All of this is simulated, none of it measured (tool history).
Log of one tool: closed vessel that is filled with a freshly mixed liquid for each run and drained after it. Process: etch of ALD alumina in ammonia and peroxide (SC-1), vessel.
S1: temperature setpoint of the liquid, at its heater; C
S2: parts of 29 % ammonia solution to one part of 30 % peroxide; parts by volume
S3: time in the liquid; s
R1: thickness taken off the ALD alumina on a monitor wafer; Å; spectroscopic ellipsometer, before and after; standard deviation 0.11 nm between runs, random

run  hour    S1    S2   S3      R1
  1     0    48   0.6  185  93.691
  2   8.5    48   0.6  185   93.98
  3  14.9    48   0.6  195  98.606
  4  19.5  41.5   0.6  195  67.914
  5  21.8  41.5  0.75  195  70.365
  6  25.7  41.5  0.75  195  69.742
  7  32.3    44  0.75  195  80.791

Predict the results of run 8:
  8  41.1  52  0.75  195   ?

Run 8 measured R1 126.47 Å.
